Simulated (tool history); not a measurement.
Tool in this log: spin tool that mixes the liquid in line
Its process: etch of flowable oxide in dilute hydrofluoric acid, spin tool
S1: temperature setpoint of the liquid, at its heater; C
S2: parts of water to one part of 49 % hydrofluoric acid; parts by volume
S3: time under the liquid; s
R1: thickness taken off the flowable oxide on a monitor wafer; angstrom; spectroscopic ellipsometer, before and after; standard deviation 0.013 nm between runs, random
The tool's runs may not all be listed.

| run | hour | S1 | S2 | S3 | R1 |
|---|---|---|---|---|---|
| 1 | 0 | 24 | 90 | 20 | 64.098 |
| 2 | 1.6 | 23.5 | 90 | 20 | 63.16 |
| 3 | 6.8 | 23.5 | 115 | 20 | 47.564 |
| 4 | 15.6 | 23.5 | 115 | 20 | 47.866 |
| 5 | 21.7 | 23.5 | 115 | 20 | 48.025 |
| 6 | 24.9 | 23.5 | 90 | 20 | 63.209 |
| 7 | 29.8 | 23.5 | 90 | 20 | 62.868 |
| 8 | 35.1 | 23 | 90 | 20 | 61.604 |
| 9 | 38.6 | 23 | 90 | 20 | 61.536 |
| 10 | 40.9 | 22.5 | 90 | 20 | 60.181 |
| 11 | 48.1 | 22 | 90 | 20 | 59.385 |
| 12 | 56.7 | 21.5 | 90 | 20 | 58.068 |
| 13 | 57.5 | 21 | 90 | 20 | 56.827 |
| 14 | 60 | 20.5 | 90 | 20 | 55.769 |
| 15 | 63 | 20 | 90 | 20 | 54.525 |
| 16 | 70.4 | 19.5 | 90 | 20 | 53.537 |

Expected results for the next run?
| 17 | 78.1 | 19 | 90 | 20 | ? |

R1: 52.326 angstrom

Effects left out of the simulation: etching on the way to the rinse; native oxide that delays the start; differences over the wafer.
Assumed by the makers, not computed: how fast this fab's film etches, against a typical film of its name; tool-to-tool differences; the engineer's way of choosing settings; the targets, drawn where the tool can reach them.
